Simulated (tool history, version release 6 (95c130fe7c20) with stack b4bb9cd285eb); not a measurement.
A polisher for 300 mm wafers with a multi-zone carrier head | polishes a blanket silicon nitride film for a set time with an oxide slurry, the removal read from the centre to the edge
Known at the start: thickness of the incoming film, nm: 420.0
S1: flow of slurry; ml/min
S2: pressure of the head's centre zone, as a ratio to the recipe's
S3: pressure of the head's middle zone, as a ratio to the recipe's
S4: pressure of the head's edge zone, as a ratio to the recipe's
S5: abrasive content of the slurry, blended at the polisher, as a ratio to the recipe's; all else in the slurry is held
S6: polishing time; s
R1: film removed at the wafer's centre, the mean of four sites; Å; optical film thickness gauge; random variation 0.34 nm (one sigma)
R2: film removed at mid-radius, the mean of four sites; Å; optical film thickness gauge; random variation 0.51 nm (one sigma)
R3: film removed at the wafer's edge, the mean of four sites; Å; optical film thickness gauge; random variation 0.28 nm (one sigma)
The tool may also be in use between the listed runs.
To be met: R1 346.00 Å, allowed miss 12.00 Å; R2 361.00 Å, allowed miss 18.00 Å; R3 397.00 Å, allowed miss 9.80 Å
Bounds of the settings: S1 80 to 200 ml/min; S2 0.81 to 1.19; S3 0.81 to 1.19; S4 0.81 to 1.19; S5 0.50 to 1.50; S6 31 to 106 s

run 1 hour=0.0 | S1=130 S2=1.00 S3=1.00 S4=1.00 S5=1.00 S6=68 | R1=619.65 R2=615.28 R3=597.87
run 2 hour=8.0 | S1=105 S2=1.00 S3=1.00 S4=1.00 S5=1.00 S6=68 | R1=599.85 R2=574.72 R3=571.07
run 3 hour=15.2 | S1=100 S2=0.96 S3=0.98 S4=1.00 S5=0.90 S6=66 | R1=507.92 R2=507.73 R3=507.32
run 4 hour=19.6 | S1=95 S2=0.93 S3=0.95 S4=1.00 S5=0.85 S6=66 | R1=455.79 R2=463.74 R3=486.82
run 5 hour=26.8 | S1=90 S2=0.91 S3=0.93 S4=0.97 S5=0.80 S6=66 | R1=422.43 R2=414.49 R3=445.71
run 6 hour=29.6 | S1=90 S2=0.89 S3=0.93 S4=0.96 S5=0.80 S6=66 | R1=403.69 R2=426.93 R3=443.91
run 7 hour=34.8 | S1=80 S2=0.86 S3=0.83 S4=0.94 S5=0.55 S6=65 | R1=231.39 R2=223.90 R3=263.72
run 8 hour=35.5 | S1=100 S2=0.86 S3=0.85 S4=0.98 S5=0.55 S6=65 | R1=248.06 R2=246.56 R3=276.37
-- hour=38.3 edge zone pressure recalibrated
run 9 hour=38.3 | S1=95 S2=0.87 S3=0.88 S4=1.03 S5=0.55 S6=65 | R1=247.90 R2=253.85 R3=289.23
run 10 hour=44.3 | S1=90 S2=0.90 S3=0.91 S4=1.06 S5=0.55 S6=65 | R1=249.46 R2=247.51 R3=292.30
run 11 hour=45.3 | S1=95 S2=0.92 S3=0.95 S4=1.08 S5=0.55 S6=65 | R1=263.54 R2=266.55 R3=292.77
run 12 hour=51.7 | S1=90 S2=0.92 S3=0.96 S4=1.09 S5=0.60 S6=65 | R1=295.64 R2=303.24 R3=339.44
run 13 hour=54.0 | S1=90 S2=0.93 S3=0.98 S4=1.11 S5=0.60 S6=65 | R1=296.46 R2=307.54 R3=345.89

5 next moves are on the table. One of them brings every result within its allowed miss. Which?
run A hour=56.3 | S1=80 S2=0.91 S3=0.95 S4=1.17 S5=0.70 S6=66 | R1=? R2=? R3=?
run B hour=56.3 | S1=80 S2=0.98 S3=0.82 S4=1.19 S5=0.80 S6=57 | R1=? R2=? R3=?
run C hour=56.3 | S1=115 S2=0.87 S3=0.93 S4=1.04 S5=0.80 S6=53 | R1=? R2=? R3=?
run D hour=56.3 | S1=105 S2=0.91 S3=1.13 S4=1.00 S5=0.65 S6=63 | R1=? R2=? R3=?
run E hour=56.3 | S1=95 S2=1.02 S3=1.00 S4=1.07 S5=0.75 S6=55 | R1=? R2=? R3=?

move=A R1=344.87 R2=364.23 R3=427.57
move=B R1=366.13 R2=319.68 R3=428.12
move=C R1=342.36 R2=364.67 R3=399.84
move=D R1=329.40 R2=397.61 R3=364.97
move=E R1=365.91 R2=359.34 R3=381.15
A: takes the result that was furthest off past its target
B: takes the result that was furthest off past its target
C: meets every target
D: nearer than the last run, and not there yet
E: nearer than the last run, and not there yet
Answer: C
